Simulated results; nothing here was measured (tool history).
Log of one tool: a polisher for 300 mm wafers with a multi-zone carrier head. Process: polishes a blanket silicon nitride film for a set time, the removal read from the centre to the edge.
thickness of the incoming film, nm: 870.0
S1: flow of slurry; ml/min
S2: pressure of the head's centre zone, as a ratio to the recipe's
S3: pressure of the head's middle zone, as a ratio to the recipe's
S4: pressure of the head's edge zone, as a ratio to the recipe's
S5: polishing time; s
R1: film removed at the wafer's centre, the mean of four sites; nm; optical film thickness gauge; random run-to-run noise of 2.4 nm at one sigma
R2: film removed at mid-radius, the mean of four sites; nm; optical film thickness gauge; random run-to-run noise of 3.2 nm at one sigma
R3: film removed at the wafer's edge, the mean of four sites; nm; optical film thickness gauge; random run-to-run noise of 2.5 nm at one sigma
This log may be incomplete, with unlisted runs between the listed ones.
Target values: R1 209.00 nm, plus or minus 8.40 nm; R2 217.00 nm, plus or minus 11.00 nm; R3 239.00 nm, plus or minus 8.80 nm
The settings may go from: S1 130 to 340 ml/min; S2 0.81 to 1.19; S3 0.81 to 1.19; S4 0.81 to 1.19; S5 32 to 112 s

run    day   S1    S2    S3    S4  S5      R1      R2      R3
  1  0.000  220  1.00  1.00  1.00  72  175.74  174.95  172.38
  2  0.129  220  1.00  1.00  0.93  72  171.66  174.34  171.03
  3  0.454  220  0.96  0.97  0.94  79  184.74  184.22  180.99
  4  0.617  220  0.96  0.92  0.94  79  181.11  177.65  184.11
  5  0.921  220  0.96  0.92  0.94  71  166.05  162.29  170.81
  6  1.150  220  0.96  0.89  0.94  71  162.44  156.70  166.09
  7  1.317  215  0.92  0.88  0.98  79  175.67  173.14  188.28
  8  1.525  220  0.91  0.89  1.02  83  179.09  182.94  200.30
  9  1.758  225  0.92  0.90  1.05  86  191.38  195.84  215.76
 10  2.108  235  0.93  0.91  1.07  87  198.52  198.55  220.41
 11  2.429  240  0.93  0.92  1.09  88  198.99  202.14  227.34
 12  2.496  245  0.93  0.94  1.10  89  201.03  206.02  228.01

4 candidate next runs follow, results not yet known. Just one meets every target within its allowed miss. Identify it.
  A  2.562  260  1.01  0.94  1.10   93   ?   ?   ?
  B  2.562  220  1.08  1.04  1.10   83   ?   ?   ?
  C  2.562  135  0.94  0.95  1.06  100   ?   ?   ?
  D  2.562  265  0.99  0.89  1.17   96   ?   ?   ?

move      R1      R2      R3
   A  228.98  213.57  240.46
   B  214.30  203.63  211.32
   C  207.42  212.06  237.64
   D  232.08  211.07  256.76
A: corrects the largest miss of the last run, while another result sits out of spec
B: the biggest miss grows against the last run
C: meets every target
D: the result that was furthest off in the last run now lies on the other side of its target
So the answer is move C, the one that meets all the targets.
